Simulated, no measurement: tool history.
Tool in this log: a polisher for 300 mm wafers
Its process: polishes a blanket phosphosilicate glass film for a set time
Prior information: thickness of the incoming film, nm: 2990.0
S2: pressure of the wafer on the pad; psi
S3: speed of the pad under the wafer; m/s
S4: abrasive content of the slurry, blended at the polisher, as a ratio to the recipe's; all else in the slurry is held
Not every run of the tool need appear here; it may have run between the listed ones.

Run 1, hour 0: flow of slurry (ml/min) 210, S2 4 psi, S3 1.18 m/s, S4 1, polishing time (s) 87. Result: film removed (Å) 10038.
Run 2, hour 5.4: flow of slurry (ml/min) 220, S2 4.4 psi, S3 1.18 m/s, S4 1, polishing time (s) 87. Result: film removed (Å) 11040.
Run 3, hour 14: flow of slurry (ml/min) 220, S2 4.4 psi, S3 1.3 m/s, S4 1, polishing time (s) 87. Result: film removed (Å) 11737.
Run 4, hour 20.2: flow of slurry (ml/min) 225, S2 4.7 psi, S3 1.3 m/s, S4 1, polishing time (s) 87. Result: film removed (Å) 12480.
Run 5, hour 22.5: flow of slurry (ml/min) 225, S2 5.6 psi, S3 1.3 m/s, S4 1, polishing time (s) 87. Result: film removed (Å) 14782.
Run 6, hour 27.5: flow of slurry (ml/min) 230, S2 5.7 psi, S3 1.3 m/s, S4 1, polishing time (s) 87. Result: film removed (Å) 15092.

Predict the results of run 7:
Run 7, hour 35.7: flow of slurry (ml/min) 235, S2 5.8 psi, S3 1.3 m/s, S4 1, polishing time (s) 87. Result: film removed (Å) ?.

Logged for run 7: film removed (Å) 15388.
